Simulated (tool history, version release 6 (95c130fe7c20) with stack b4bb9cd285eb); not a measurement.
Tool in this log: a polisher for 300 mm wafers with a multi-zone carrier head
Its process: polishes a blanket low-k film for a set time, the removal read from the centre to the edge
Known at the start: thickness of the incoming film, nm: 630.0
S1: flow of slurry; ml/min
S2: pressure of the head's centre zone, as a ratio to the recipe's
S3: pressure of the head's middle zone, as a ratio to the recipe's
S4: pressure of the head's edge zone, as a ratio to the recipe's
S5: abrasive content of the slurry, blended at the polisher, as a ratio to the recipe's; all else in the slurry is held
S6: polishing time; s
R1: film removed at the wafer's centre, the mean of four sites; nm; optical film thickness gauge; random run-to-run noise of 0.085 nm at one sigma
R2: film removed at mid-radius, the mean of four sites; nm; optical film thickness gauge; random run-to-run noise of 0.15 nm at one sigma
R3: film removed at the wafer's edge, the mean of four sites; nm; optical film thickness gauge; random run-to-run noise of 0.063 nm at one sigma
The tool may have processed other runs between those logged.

run 1 hour=0.0 | S1=270 S2=1.00 S3=1.00 S4=1.00 S5=1.00 S6=36 | R1=21.587 R2=21.043 R3=21.921
run 2 hour=3.7 | S1=260 S2=0.96 S3=1.01 S4=0.96 S5=0.90 S6=31 | R1=16.580 R2=17.012 R3=17.572
run 3 hour=11.9 | S1=255 S2=0.94 S3=1.04 S4=0.93 S5=0.80 S6=28 | R1=13.675 R2=15.050 R3=14.801
run 4 hour=13.7 | S1=250 S2=0.93 S3=1.04 S4=0.90 S5=0.75 S6=26 | R1=12.418 R2=13.464 R3=12.828
run 5 hour=22.5 | S1=240 S2=0.90 S3=1.04 S4=0.89 S5=0.70 S6=25 | R1=11.038 R2=12.525 R3=11.815
run 6 hour=31.0 | S1=305 S2=0.90 S3=1.04 S4=0.89 S5=0.70 S6=25 | R1=10.946 R2=12.842 R3=11.874

For run 7, what comes out?
run 7 hour=36.6 | S1=305 S2=0.88 S3=1.03 S4=0.87 S5=0.65 S6=25 | R1=? R2=? R3=?

{"run 7": {"R1": 10.383, "R2": 12.381, "R3": 11.36}}
